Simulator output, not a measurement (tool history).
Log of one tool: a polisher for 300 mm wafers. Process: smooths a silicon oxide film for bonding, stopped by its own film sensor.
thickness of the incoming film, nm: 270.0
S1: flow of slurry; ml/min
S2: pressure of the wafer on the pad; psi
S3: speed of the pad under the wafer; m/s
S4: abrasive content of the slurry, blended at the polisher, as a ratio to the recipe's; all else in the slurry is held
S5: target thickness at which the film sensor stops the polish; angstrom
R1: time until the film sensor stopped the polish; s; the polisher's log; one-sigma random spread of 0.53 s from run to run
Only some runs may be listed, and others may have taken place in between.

Run 1, hour 0.0: S1 210 ml/min, S2 2.3 psi, S3 0.90 m/s, S4 1.0, S5 2030 angstrom. Result: R1 80.036 s.
Run 2, hour 1.3: S1 210 ml/min, S2 2.3 psi, S3 1.04 m/s, S4 1.0, S5 2030 angstrom. Result: R1 72.488 s.
Run 3, hour 6.5: S1 210 ml/min, S2 2.3 psi, S3 1.04 m/s, S4 0.8, S5 2030 angstrom. Result: R1 80.929 s.
Run 4, hour 12.9: S1 210 ml/min, S2 2.4 psi, S3 1.04 m/s, S4 0.8, S5 2030 angstrom. Result: R1 77.431 s.
Run 5, hour 17.1: S1 210 ml/min, S2 2.4 psi, S3 1.04 m/s, S4 0.8, S5 2030 angstrom. Result: R1 77.237 s.
Run 6, hour 24.8: S1 210 ml/min, S2 2.4 psi, S3 0.82 m/s, S4 0.8, S5 2030 angstrom. Result: R1 90.463 s.

Run 7 comes next. What will it give?
Run 7, hour 30.3: S1 210 ml/min, S2 2.5 psi, S3 0.82 m/s, S4 0.8, S5 2030 angstrom. Result: R1 ?.

{"run 7": {"R1": 85.649}}
